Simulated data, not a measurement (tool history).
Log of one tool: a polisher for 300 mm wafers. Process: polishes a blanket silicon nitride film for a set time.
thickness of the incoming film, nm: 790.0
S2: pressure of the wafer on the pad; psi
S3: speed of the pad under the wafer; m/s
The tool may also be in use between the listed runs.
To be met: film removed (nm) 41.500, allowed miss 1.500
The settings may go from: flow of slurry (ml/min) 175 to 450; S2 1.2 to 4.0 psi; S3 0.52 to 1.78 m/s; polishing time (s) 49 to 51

run 1 hour=0.0 | flow_of_slurry_(ml/min)=290 S2=2.6 S3=1.14 polishing_time_(s)=49 | film_removed_(nm)=63.709
run 2 hour=8.1 | flow_of_slurry_(ml/min)=290 S2=2.4 S3=1.14 polishing_time_(s)=49 | film_removed_(nm)=58.803
run 3 hour=16.4 | flow_of_slurry_(ml/min)=290 S2=2.2 S3=1.14 polishing_time_(s)=49 | film_removed_(nm)=54.291
run 4 hour=21.7 | flow_of_slurry_(ml/min)=290 S2=2.1 S3=1.14 polishing_time_(s)=49 | film_removed_(nm)=51.838
run 5 hour=26.0 | flow_of_slurry_(ml/min)=290 S2=2.0 S3=1.14 polishing_time_(s)=49 | film_removed_(nm)=49.578
run 6 hour=32.7 | flow_of_slurry_(ml/min)=290 S2=1.9 S3=1.14 polishing_time_(s)=49 | film_removed_(nm)=46.091
run 7 hour=36.9 | flow_of_slurry_(ml/min)=290 S2=1.9 S3=1.14 polishing_time_(s)=49 | film_removed_(nm)=47.446
run 8 hour=40.0 | flow_of_slurry_(ml/min)=290 S2=1.8 S3=1.14 polishing_time_(s)=49 | film_removed_(nm)=44.588

Which of these 4 next moves meets every target?
run A hour=43.1 | flow_of_slurry_(ml/min)=275 S2=1.7 S3=1.16 polishing_time_(s)=51 | film_removed_(nm)=?
run B hour=43.1 | flow_of_slurry_(ml/min)=285 S2=2.0 S3=1.02 polishing_time_(s)=51 | film_removed_(nm)=?
run C hour=43.1 | flow_of_slurry_(ml/min)=335 S2=1.5 S3=1.30 polishing_time_(s)=49 | film_removed_(nm)=?
run D hour=43.1 | flow_of_slurry_(ml/min)=285 S2=1.9 S3=1.22 polishing_time_(s)=51 | film_removed_(nm)=?

move=A film_removed_(nm)=44.783
move=B film_removed_(nm)=48.524
move=C film_removed_(nm)=41.532
move=D film_removed_(nm)=51.515
A: further off than the last run
B: further off than the last run
C: meets every target
D: further off than the last run
Move C is the one to make.
